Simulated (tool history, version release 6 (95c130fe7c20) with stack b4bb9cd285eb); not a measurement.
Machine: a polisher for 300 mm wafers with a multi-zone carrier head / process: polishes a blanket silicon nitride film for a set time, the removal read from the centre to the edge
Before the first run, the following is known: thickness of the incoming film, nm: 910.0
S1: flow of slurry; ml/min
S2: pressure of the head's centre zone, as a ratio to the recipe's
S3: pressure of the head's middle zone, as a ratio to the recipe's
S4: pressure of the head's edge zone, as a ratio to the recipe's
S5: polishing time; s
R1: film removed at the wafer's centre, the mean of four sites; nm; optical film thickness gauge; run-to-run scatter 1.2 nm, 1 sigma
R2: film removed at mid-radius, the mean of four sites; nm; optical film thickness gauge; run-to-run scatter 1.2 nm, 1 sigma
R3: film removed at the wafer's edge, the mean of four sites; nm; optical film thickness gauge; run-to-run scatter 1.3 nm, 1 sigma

run    day   S1    S2    S3    S4  S5      R1      R2      R3
  1  0.000  190  1.00  1.00  1.00  66  124.02  123.21  124.92
  2  0.367  190  1.00  0.92  1.00  66  125.19  115.14  126.41
  3  0.679  190  1.00  0.88  1.00  66  125.53  113.08  123.63
  4  1.012  190  1.07  0.88  1.00  66  129.83  113.34  124.52
  5  1.367  230  1.07  0.88  1.00  66  134.72  116.29  129.01
  6  1.517  210  1.07  0.88  1.00  66  133.40  116.18  128.20
  7  1.733  200  1.06  0.91  0.96  65  130.02  115.30  123.04
  8  2.067  190  1.05  0.94  0.93  63  123.77  111.04  117.37
  9  2.296  185  1.06  0.98  0.90  62  119.00  115.63  109.71
 10  2.417  180  1.06  0.98  0.89  62  119.98  115.24  109.23

What will run 11 give?
 11  2.608  175  1.05  0.98  0.88  62   ?   ?   ?

R1: 119.43 nm
R2: 111.55 nm
R3: 107.04 nm
